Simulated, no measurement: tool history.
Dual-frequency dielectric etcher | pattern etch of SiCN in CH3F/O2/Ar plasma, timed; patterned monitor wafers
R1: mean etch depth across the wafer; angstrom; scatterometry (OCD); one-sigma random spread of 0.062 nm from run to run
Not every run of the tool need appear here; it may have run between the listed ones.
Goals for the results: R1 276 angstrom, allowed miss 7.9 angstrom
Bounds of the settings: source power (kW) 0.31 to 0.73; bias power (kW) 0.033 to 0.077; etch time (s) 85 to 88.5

{"run": 1, "hour": 0.0, "source power (kW)": 0.52, "bias power (kW)": 0.055, "etch time (s)": 85, "R1": 324.31}
{"run": 2, "hour": 2.3, "source power (kW)": 0.52, "bias power (kW)": 0.055, "etch time (s)": 88.5, "R1": 335.66}
{"run": 3, "hour": 4.8, "source power (kW)": 0.47, "bias power (kW)": 0.052, "etch time (s)": 88, "R1": 307.73}
{"run": 4, "hour": 8.9, "source power (kW)": 0.44, "bias power (kW)": 0.051, "etch time (s)": 88, "R1": 291.55}
{"run": 5, "hour": 14.1, "source power (kW)": 0.44, "bias power (kW)": 0.059, "etch time (s)": 88, "R1": 310.57}
{"run": 6, "hour": 15.2, "source power (kW)": 0.44, "bias power (kW)": 0.059, "etch time (s)": 85, "R1": 301.1}
{"run": 7, "hour": 16.4, "source power (kW)": 0.42, "bias power (kW)": 0.059, "etch time (s)": 85, "R1": 292.08}
{"run": 8, "hour": 17.3, "source power (kW)": 0.41, "bias power (kW)": 0.059, "etch time (s)": 85, "R1": 287.25}
{"run": 9, "hour": 26.2, "source power (kW)": 0.37, "bias power (kW)": 0.057, "etch time (s)": 85, "R1": 262.56}

Which single option among these 4 for the next run brings every result within its allowed miss of target? Just one does.
{"run": "A", "hour": 35.1, "source power (kW)": 0.36, "bias power (kW)": 0.051, "etch time (s)": 86, "R1": "?"}
{"run": "B", "hour": 35.1, "source power (kW)": 0.39, "bias power (kW)": 0.057, "etch time (s)": 85, "R1": "?"}
{"run": "C", "hour": 35.1, "source power (kW)": 0.36, "bias power (kW)": 0.053, "etch time (s)": 85.5, "R1": "?"}
{"run": "D", "hour": 35.1, "source power (kW)": 0.32, "bias power (kW)": 0.055, "etch time (s)": 88.5, "R1": "?"}

move=A R1=247.39
move=B R1=273.56
move=C R1=250.54
move=D R1=239.78
A: misses by more than the last run did
B: all results land within tolerance of their targets
C: misses by more than the last run did
D: misses by more than the last run did
The move that meets every target is B.

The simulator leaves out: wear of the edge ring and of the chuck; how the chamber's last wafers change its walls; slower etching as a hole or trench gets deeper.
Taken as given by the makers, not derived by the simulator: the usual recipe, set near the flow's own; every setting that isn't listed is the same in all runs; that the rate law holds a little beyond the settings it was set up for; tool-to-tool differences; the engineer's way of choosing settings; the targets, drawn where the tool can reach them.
